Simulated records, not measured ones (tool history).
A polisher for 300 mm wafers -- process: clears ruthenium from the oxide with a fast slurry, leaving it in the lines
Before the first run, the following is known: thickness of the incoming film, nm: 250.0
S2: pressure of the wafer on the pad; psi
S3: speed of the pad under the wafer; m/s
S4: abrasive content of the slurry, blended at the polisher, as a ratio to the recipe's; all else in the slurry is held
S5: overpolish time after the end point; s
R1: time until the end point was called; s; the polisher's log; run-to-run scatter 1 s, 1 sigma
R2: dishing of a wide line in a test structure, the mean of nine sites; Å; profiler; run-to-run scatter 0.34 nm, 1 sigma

run 1 hour=0.0 | flow_of_slurry_(ml/min)=200 S2=2.5 S3=1.26 S4=1.00 S5=9 | R1=48.190 R2=355.88
run 2 hour=8.7 | flow_of_slurry_(ml/min)=200 S2=2.5 S3=1.26 S4=0.80 S5=9 | R1=52.374 R2=330.32
run 3 hour=12.3 | flow_of_slurry_(ml/min)=200 S2=2.5 S3=1.40 S4=0.80 S5=9 | R1=46.751 R2=357.30
run 4 hour=15.6 | flow_of_slurry_(ml/min)=200 S2=2.5 S3=1.40 S4=0.95 S5=9 | R1=44.071 R2=381.81
run 5 hour=22.4 | flow_of_slurry_(ml/min)=200 S2=2.5 S3=1.40 S4=1.10 S5=9 | R1=43.319 R2=395.48
run 6 hour=29.1 | flow_of_slurry_(ml/min)=200 S2=2.3 S3=1.40 S4=1.10 S5=9 | R1=45.914 R2=372.13
run 7 hour=35.2 | flow_of_slurry_(ml/min)=200 S2=2.1 S3=1.40 S4=1.10 S5=9 | R1=49.603 R2=343.96

Run 8, settings as shown, results not yet in. Your forecast:
run 8 hour=39.8 | flow_of_slurry_(ml/min)=200 S2=1.4 S3=1.38 S4=1.10 S5=8 | R1=? R2=?

{"run 8": {"R1": 72.258, "R2": 212.94}}
